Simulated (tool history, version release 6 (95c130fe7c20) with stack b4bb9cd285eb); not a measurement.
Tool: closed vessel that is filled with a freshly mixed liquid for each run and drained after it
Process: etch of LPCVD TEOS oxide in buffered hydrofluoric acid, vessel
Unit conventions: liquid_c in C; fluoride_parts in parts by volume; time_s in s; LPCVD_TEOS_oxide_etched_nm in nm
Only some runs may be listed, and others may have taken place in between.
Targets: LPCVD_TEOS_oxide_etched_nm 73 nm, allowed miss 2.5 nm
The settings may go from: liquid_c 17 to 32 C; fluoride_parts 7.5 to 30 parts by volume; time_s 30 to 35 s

run 1 hour=0 | liquid_c=24 fluoride_parts=22 time_s=35 | LPCVD_TEOS_oxide_etched_nm=40.664
run 2 hour=2.3 | liquid_c=24 fluoride_parts=25.5 time_s=35 | LPCVD_TEOS_oxide_etched_nm=36.418
run 3 hour=8.5 | liquid_c=24 fluoride_parts=30 time_s=35 | LPCVD_TEOS_oxide_etched_nm=32.243
run 4 hour=15.9 | liquid_c=27 fluoride_parts=30 time_s=35 | LPCVD_TEOS_oxide_etched_nm=37.783
run 5 hour=24.1 | liquid_c=27 fluoride_parts=27.5 time_s=35 | LPCVD_TEOS_oxide_etched_nm=40.557
run 6 hour=31.6 | liquid_c=29 fluoride_parts=27.5 time_s=35 | LPCVD_TEOS_oxide_etched_nm=44.71
run 7 hour=39 | liquid_c=32 fluoride_parts=20.5 time_s=35 | LPCVD_TEOS_oxide_etched_nm=64.507
run 8 hour=46.5 | liquid_c=32 fluoride_parts=19.5 time_s=35 | LPCVD_TEOS_oxide_etched_nm=67.466
run 9 hour=48.7 | liquid_c=32 fluoride_parts=17 time_s=35 | LPCVD_TEOS_oxide_etched_nm=76.477

5 next moves are on the table. One of them brings every result within its allowed miss. Which?
run A hour=50.9 | liquid_c=30.5 fluoride_parts=14.5 time_s=35 | LPCVD_TEOS_oxide_etched_nm=?
run B hour=50.9 | liquid_c=30 fluoride_parts=15 time_s=35 | LPCVD_TEOS_oxide_etched_nm=?
run C hour=50.9 | liquid_c=31 fluoride_parts=17 time_s=35 | LPCVD_TEOS_oxide_etched_nm=?
run D hour=50.9 | liquid_c=31.5 fluoride_parts=13.5 time_s=30 | LPCVD_TEOS_oxide_etched_nm=?
run E hour=50.9 | liquid_c=31 fluoride_parts=13 time_s=30 | LPCVD_TEOS_oxide_etched_nm=?

move=A LPCVD_TEOS_oxide_etched_nm=83.764
move=B LPCVD_TEOS_oxide_etched_nm=78.929
move=C LPCVD_TEOS_oxide_etched_nm=73.571
move=D LPCVD_TEOS_oxide_etched_nm=81.126
move=E LPCVD_TEOS_oxide_etched_nm=82.009
A: moves away from the targets compared with the last run
B: moves away from the targets compared with the last run
C: every result within its allowed miss
D: moves away from the targets compared with the last run
E: moves away from the targets compared with the last run
Move C is the one to make.
